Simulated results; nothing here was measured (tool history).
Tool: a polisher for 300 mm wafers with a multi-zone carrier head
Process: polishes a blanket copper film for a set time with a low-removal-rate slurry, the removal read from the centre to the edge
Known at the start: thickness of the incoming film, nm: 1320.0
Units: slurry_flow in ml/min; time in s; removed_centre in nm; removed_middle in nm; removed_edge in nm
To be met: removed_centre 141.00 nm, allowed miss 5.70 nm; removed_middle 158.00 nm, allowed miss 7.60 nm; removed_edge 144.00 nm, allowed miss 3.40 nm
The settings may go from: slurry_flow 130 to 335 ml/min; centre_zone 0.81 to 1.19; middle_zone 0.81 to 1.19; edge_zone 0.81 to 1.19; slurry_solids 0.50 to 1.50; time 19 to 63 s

Run 1, hour 0.0: slurry_flow 215 ml/min, centre_zone 1.00, middle_zone 1.00, edge_zone 1.00, slurry_solids 1.00, time 41 s. Result: removed_centre 168.02 nm, removed_middle 162.28 nm, removed_edge 157.27 nm.
Run 2, hour 4.9: slurry_flow 215 ml/min, centre_zone 1.00, middle_zone 1.00, edge_zone 1.00, slurry_solids 0.85, time 41 s. Result: removed_centre 156.97 nm, removed_middle 149.85 nm, removed_edge 149.00 nm.
Run 3, hour 6.5: slurry_flow 215 ml/min, centre_zone 0.93, middle_zone 1.00, edge_zone 1.00, slurry_solids 0.85, time 41 s. Result: removed_centre 148.21 nm, removed_middle 153.38 nm, removed_edge 148.17 nm.
Run 4, hour 11.6: slurry_flow 215 ml/min, centre_zone 0.93, middle_zone 0.96, edge_zone 1.00, slurry_solids 0.85, time 41 s. Result: removed_centre 146.95 nm, removed_middle 149.42 nm, removed_edge 148.95 nm.
Run 5, hour 20.3: slurry_flow 215 ml/min, centre_zone 0.92, middle_zone 0.97, edge_zone 0.99, slurry_solids 0.85, time 41 s. Result: removed_centre 143.92 nm, removed_middle 144.33 nm, removed_edge 150.22 nm.
Run 6, hour 27.2: slurry_flow 215 ml/min, centre_zone 0.92, middle_zone 0.99, edge_zone 0.99, slurry_solids 0.85, time 41 s. Result: removed_centre 143.35 nm, removed_middle 149.97 nm, removed_edge 150.36 nm.
Run 7, hour 28.6: slurry_flow 215 ml/min, centre_zone 0.93, middle_zone 1.02, edge_zone 0.98, slurry_solids 0.85, time 41 s. Result: removed_centre 147.18 nm, removed_middle 156.96 nm, removed_edge 149.11 nm.
Run 8, hour 29.7: slurry_flow 210 ml/min, centre_zone 0.93, middle_zone 1.03, edge_zone 0.97, slurry_solids 0.85, time 41 s. Result: removed_centre 145.01 nm, removed_middle 153.25 nm, removed_edge 149.71 nm.

Which of these 4 next moves meets every target?
Run A, hour 30.8: slurry_flow 230 ml/min, centre_zone 0.93, middle_zone 1.10, edge_zone 1.01, slurry_solids 0.85, time 39 s. Result: removed_centre ?, removed_middle ?, removed_edge ?.
Run B, hour 30.8: slurry_flow 130 ml/min, centre_zone 0.93, middle_zone 0.86, edge_zone 0.81, slurry_solids 0.85, time 48 s. Result: removed_centre ?, removed_middle ?, removed_edge ?.
Run C, hour 30.8: slurry_flow 190 ml/min, centre_zone 0.87, middle_zone 1.06, edge_zone 0.91, slurry_solids 0.80, time 41 s. Result: removed_centre ?, removed_middle ?, removed_edge ?.
Run D, hour 30.8: slurry_flow 150 ml/min, centre_zone 0.88, middle_zone 1.02, edge_zone 0.89, slurry_solids 0.80, time 46 s. Result: removed_centre ?, removed_middle ?, removed_edge ?.

move  removed_centre  removed_middle  removed_edge
   A          144.11          155.08        144.66
   B          156.16          141.25        154.65
   C          134.22          150.64        141.36
   D          144.49          156.49        152.41
A: meets every target
B: further off than the last run
C: brings the result that was furthest off to its target, and leaves another outside
D: further off than the last run
Answer: A

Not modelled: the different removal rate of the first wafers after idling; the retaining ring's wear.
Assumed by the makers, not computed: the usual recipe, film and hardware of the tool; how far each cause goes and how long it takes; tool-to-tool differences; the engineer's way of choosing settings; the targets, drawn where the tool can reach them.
